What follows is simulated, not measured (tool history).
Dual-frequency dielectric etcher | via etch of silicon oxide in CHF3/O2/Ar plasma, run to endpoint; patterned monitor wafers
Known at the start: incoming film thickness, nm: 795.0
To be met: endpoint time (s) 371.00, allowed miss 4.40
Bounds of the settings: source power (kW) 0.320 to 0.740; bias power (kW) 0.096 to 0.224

Run 1, day 0.000: source power (kW) 0.530, bias power (kW) 0.160. Result: endpoint time (s) 433.53.
Run 2, day 0.317: source power (kW) 0.550, bias power (kW) 0.161. Result: endpoint time (s) 425.84.
Run 3, day 0.408: source power (kW) 0.490, bias power (kW) 0.161. Result: endpoint time (s) 440.48.
Run 4, day 0.600: source power (kW) 0.490, bias power (kW) 0.182. Result: endpoint time (s) 419.57.
Run 5, day 0.879: source power (kW) 0.580, bias power (kW) 0.182. Result: endpoint time (s) 396.39.
Run 6, day 1.104: source power (kW) 0.590, bias power (kW) 0.182. Result: endpoint time (s) 394.04.
Run 7, day 1.133: source power (kW) 0.600, bias power (kW) 0.182. Result: endpoint time (s) 393.69.
Run 8, day 1.283: source power (kW) 0.610, bias power (kW) 0.182. Result: endpoint time (s) 391.68.
Run 9, day 1.646: source power (kW) 0.620, bias power (kW) 0.182. Result: endpoint time (s) 387.80.

5 next moves are on the table. One of them brings every result within its allowed miss. Which?
Run A, day 2.008: source power (kW) 0.690, bias power (kW) 0.187. Result: endpoint time (s) ?.
Run B, day 2.008: source power (kW) 0.610, bias power (kW) 0.166. Result: endpoint time (s) ?.
Run C, day 2.008: source power (kW) 0.660, bias power (kW) 0.160. Result: endpoint time (s) ?.
Run D, day 2.008: source power (kW) 0.640, bias power (kW) 0.184. Result: endpoint time (s) ?.
Run E, day 2.008: source power (kW) 0.640, bias power (kW) 0.180. Result: endpoint time (s) ?.

move  endpoint time (s)
   A             368.61
   B             405.27
   C             401.12
   D             380.84
   E             384.58
A: meets every target
B: further off than the last run
C: further off than the last run
D: nearer than the last run, and not there yet
E: nearer than the last run, and not there yet
The right move is A.
